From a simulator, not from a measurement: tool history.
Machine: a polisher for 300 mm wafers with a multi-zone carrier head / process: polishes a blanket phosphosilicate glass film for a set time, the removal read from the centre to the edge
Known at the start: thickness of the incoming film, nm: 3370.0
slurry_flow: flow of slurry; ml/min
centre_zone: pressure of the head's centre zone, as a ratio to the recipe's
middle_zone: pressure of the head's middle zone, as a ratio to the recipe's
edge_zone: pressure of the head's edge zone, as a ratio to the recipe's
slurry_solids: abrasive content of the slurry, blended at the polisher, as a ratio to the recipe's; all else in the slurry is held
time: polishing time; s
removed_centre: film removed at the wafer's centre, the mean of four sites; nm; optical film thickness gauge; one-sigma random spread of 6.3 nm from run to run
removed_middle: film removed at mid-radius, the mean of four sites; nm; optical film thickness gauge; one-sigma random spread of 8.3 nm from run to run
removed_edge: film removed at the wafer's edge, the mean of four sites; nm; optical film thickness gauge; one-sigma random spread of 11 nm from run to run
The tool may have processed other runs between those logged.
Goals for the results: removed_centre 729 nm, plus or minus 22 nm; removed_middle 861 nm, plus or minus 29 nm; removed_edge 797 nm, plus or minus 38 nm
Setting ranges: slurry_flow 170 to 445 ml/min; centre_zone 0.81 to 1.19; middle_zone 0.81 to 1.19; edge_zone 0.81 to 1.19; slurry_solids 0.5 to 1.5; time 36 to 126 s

run,hour,slurry_flow,centre_zone,middle_zone,edge_zone,slurry_solids,time,removed_centre,removed_middle,removed_edge
1,0,285,1,1,1,1,81,527.05,578.73,586.35
2,5.7,285,1,1,1,0.8,81,461.46,513.81,525.02
3,9.5,285,1,1,1,0.9,81,493.38,537.44,547.8
4,11.7,285,1,1,1,0.7,81,430.94,476.92,478.03
# hour 19.6: centre zone pressure recalibrated
5,19.6,285,1,0.94,1,0.7,81,466.34,451.09,471.42
6,26.4,300,1.06,1,0.98,0.95,82,597.97,565.44,579.37
7,28.5,340,0.99,1.1,1.03,1.2,84,651.1,719.56,678.25
8,35.9,325,0.98,1.12,1.05,1.3,85,677.38,752.35,712.31

Next run, 4 choices. One meets every target within its allowed miss, the rest don't. Which?
A,43.3,320,0.97,1.08,1.08,1.4,91,?,?,?
B,43.3,330,0.93,1.1,1.01,1.4,95,?,?,?
C,43.3,265,0.87,1.19,1.07,1.2,100,?,?,?
D,43.3,365,1.02,1.14,1.08,1.45,89,?,?,?

move,removed_centre,removed_middle,removed_edge
A,735.21,811.95,777.33
B,738.14,863.89,786.79
C,664.53,891.97,784.26
D,777.21,853.06,777.1
A: closer than the last run, but not yet in spec
B: hits every target within its allowed miss
C: moves the result that the last run missed by most past its target, out the other side
D: puts the biggest miss on target and leaves a different result outside tolerance
B is the move that brings every result within its allowed miss.
